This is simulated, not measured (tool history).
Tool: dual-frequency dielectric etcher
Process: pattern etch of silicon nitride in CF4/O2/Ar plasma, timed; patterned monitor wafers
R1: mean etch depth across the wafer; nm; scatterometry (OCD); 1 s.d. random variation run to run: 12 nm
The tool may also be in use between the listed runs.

{"run": 1, "hour": 0.0, "source power (W)": 750, "bias power (W)": 36, "Ar flow (sccm)": 96, "CF4 flow (sccm)": 78, "etch time (s)": 637.5, "R1": 1552.8}
{"run": 2, "hour": 6.9, "source power (W)": 780, "bias power (W)": 36, "Ar flow (sccm)": 96, "CF4 flow (sccm)": 78, "etch time (s)": 637.5, "R1": 1590.0}
{"run": 3, "hour": 14.8, "source power (W)": 780, "bias power (W)": 36, "Ar flow (sccm)": 110, "CF4 flow (sccm)": 78, "etch time (s)": 637.5, "R1": 1537.7}
{"run": 4, "hour": 19.5, "source power (W)": 810, "bias power (W)": 36, "Ar flow (sccm)": 110, "CF4 flow (sccm)": 78, "etch time (s)": 637.5, "R1": 1587.1}
{"run": 5, "hour": 21.8, "source power (W)": 840, "bias power (W)": 36, "Ar flow (sccm)": 110, "CF4 flow (sccm)": 78, "etch time (s)": 637.5, "R1": 1607.7}
{"run": 6, "hour": 25.9, "source power (W)": 840, "bias power (W)": 36, "Ar flow (sccm)": 125, "CF4 flow (sccm)": 78, "etch time (s)": 637.5, "R1": 1579.8}
{"run": 7, "hour": 33.5, "source power (W)": 870, "bias power (W)": 36, "Ar flow (sccm)": 125, "CF4 flow (sccm)": 78, "etch time (s)": 637.5, "R1": 1608.0}
{"run": 8, "hour": 38.6, "source power (W)": 900, "bias power (W)": 36, "Ar flow (sccm)": 125, "CF4 flow (sccm)": 78, "etch time (s)": 637.5, "R1": 1662.9}
{"run": 9, "hour": 44.5, "source power (W)": 910, "bias power (W)": 36, "Ar flow (sccm)": 125, "CF4 flow (sccm)": 78, "etch time (s)": 637.5, "R1": 1649.3}

Run 10 comes next. What will it give?
{"run": 10, "hour": 51.1, "source power (W)": 930, "bias power (W)": 36, "Ar flow (sccm)": 125, "CF4 flow (sccm)": 78, "etch time (s)": 637.5, "R1": "?"}

{"run 10": {"R1": 1673.9}}
